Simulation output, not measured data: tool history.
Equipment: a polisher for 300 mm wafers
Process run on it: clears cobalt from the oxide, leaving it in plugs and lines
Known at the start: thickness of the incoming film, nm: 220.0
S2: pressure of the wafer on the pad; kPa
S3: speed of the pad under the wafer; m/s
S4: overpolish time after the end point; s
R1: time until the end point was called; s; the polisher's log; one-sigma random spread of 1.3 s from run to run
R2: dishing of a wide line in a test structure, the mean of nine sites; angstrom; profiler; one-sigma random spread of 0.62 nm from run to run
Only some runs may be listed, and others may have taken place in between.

{"run": 1, "day": 0.0, "flow of slurry (ml/min)": 305, "S2": 8.3, "S3": 0.92, "S4": 27, "R1": 94.126, "R2": 438.89}
{"run": 2, "day": 0.142, "flow of slurry (ml/min)": 305, "S2": 8.3, "S3": 0.74, "S4": 27, "R1": 119.86, "R2": 377.76}
{"run": 3, "day": 0.446, "flow of slurry (ml/min)": 270, "S2": 8.3, "S3": 0.74, "S4": 27, "R1": 119.76, "R2": 384.21}
{"run": 4, "day": 0.55, "flow of slurry (ml/min)": 270, "S2": 8.3, "S3": 0.74, "S4": 38, "R1": 119.66, "R2": 472.37}
{"run": 5, "day": 0.733, "flow of slurry (ml/min)": 340, "S2": 8.3, "S3": 0.74, "S4": 38, "R1": 119.43, "R2": 486.87}
{"run": 6, "day": 1.088, "flow of slurry (ml/min)": 340, "S2": 9.7, "S3": 0.74, "S4": 40, "R1": 100.19, "R2": 533.21}
{"run": 7, "day": 1.246, "flow of slurry (ml/min)": 340, "S2": 9.7, "S3": 0.74, "S4": 41, "R1": 100.58, "R2": 538.65}

Expected results for the next run?
{"run": 8, "day": 1.333, "flow of slurry (ml/min)": 340, "S2": 9.7, "S3": 0.74, "S4": 42, "R1": "?", "R2": "?"}

R1: 102.570 s
R2: 551.19 angstrom

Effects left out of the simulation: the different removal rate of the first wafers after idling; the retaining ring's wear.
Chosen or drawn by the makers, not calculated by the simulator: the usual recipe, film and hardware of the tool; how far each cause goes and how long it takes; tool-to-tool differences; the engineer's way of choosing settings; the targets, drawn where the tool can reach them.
